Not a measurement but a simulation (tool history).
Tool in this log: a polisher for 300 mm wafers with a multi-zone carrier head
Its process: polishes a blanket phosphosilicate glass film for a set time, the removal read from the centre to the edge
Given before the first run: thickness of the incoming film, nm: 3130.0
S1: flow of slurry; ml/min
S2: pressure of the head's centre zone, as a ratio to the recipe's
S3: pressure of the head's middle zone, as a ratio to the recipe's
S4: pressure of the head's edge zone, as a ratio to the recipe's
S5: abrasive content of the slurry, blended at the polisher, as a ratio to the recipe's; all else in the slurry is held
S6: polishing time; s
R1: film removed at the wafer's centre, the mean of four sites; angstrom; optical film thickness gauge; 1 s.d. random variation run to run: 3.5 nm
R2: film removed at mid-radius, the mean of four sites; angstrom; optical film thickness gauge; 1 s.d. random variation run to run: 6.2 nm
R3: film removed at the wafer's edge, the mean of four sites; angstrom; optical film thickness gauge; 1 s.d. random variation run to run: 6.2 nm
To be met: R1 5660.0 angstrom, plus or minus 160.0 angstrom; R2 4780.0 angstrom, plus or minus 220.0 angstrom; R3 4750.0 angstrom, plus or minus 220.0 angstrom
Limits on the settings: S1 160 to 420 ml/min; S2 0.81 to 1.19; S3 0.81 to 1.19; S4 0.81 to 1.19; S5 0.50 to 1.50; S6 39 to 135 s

Run 1, hour 0.0: S1 270 ml/min, S2 1.00, S3 1.00, S4 1.00, S5 1.00, S6 87 s. Result: R1 6558.0 angstrom, R2 6756.5 angstrom, R3 6648.8 angstrom.
Run 2, hour 3.4: S1 270 ml/min, S2 1.00, S3 1.00, S4 1.00, S5 1.20, S6 87 s. Result: R1 7024.7 angstrom, R2 7261.1 angstrom, R3 6984.1 angstrom.
Run 3, hour 4.8: S1 280 ml/min, S2 1.03, S3 0.99, S4 0.96, S5 1.05, S6 84 s. Result: R1 6756.3 angstrom, R2 6501.6 angstrom, R3 6298.4 angstrom.
Run 4, hour 7.5: S1 285 ml/min, S2 1.04, S3 0.98, S4 0.93, S5 0.95, S6 83 s. Result: R1 6507.0 angstrom, R2 6211.9 angstrom, R3 5871.3 angstrom.
Run 5, hour 10.5: S1 285 ml/min, S2 1.04, S3 0.98, S4 0.93, S5 0.80, S6 83 s. Result: R1 6001.1 angstrom, R2 5661.6 angstrom, R3 5430.9 angstrom.
Run 6, hour 15.3: S1 280 ml/min, S2 1.04, S3 0.95, S4 0.90, S5 0.75, S6 83 s. Result: R1 5854.5 angstrom, R2 5491.8 angstrom, R3 5219.7 angstrom.
Run 7, hour 22.7: S1 275 ml/min, S2 1.05, S3 0.92, S4 0.89, S5 0.70, S6 83 s. Result: R1 5670.6 angstrom, R2 5212.4 angstrom, R3 5019.1 angstrom.
Run 8, hour 26.2: S1 275 ml/min, S2 1.06, S3 0.90, S4 0.88, S5 0.70, S6 83 s. Result: R1 5681.0 angstrom, R2 5169.9 angstrom, R3 4993.0 angstrom.

5 candidate next runs follow, results not yet known. Just one meets every target within its allowed miss. Identify it.
Run A, hour 29.7: S1 315 ml/min, S2 1.17, S3 1.07, S4 0.81, S5 0.85, S6 69 s. Result: R1 ?, R2 ?, R3 ?.
Run B, hour 29.7: S1 260 ml/min, S2 1.15, S3 0.93, S4 0.96, S5 0.70, S6 76 s. Result: R1 ?, R2 ?, R3 ?.
Run C, hour 29.7: S1 295 ml/min, S2 1.02, S3 0.91, S4 0.96, S5 0.65, S6 90 s. Result: R1 ?, R2 ?, R3 ?.
Run D, hour 29.7: S1 325 ml/min, S2 0.97, S3 0.94, S4 0.91, S5 0.60, S6 95 s. Result: R1 ?, R2 ?, R3 ?.
Run E, hour 29.7: S1 280 ml/min, S2 1.01, S3 1.05, S4 0.92, S5 0.60, S6 95 s. Result: R1 ?, R2 ?, R3 ?.

move      R1      R2      R3
   A  5834.0  5167.3  4423.9
   B  5660.4  4637.9  4764.5
   C  5835.9  5311.7  5516.5
   D  5705.5  5580.5  5512.1
   E  5845.6  5936.6  5468.7
A: about the same distance from the targets as the last run
B: every result lands within tolerance
C: the biggest miss grows against the last run
D: the biggest miss grows against the last run
E: the biggest miss grows against the last run
The move that meets every target is B.
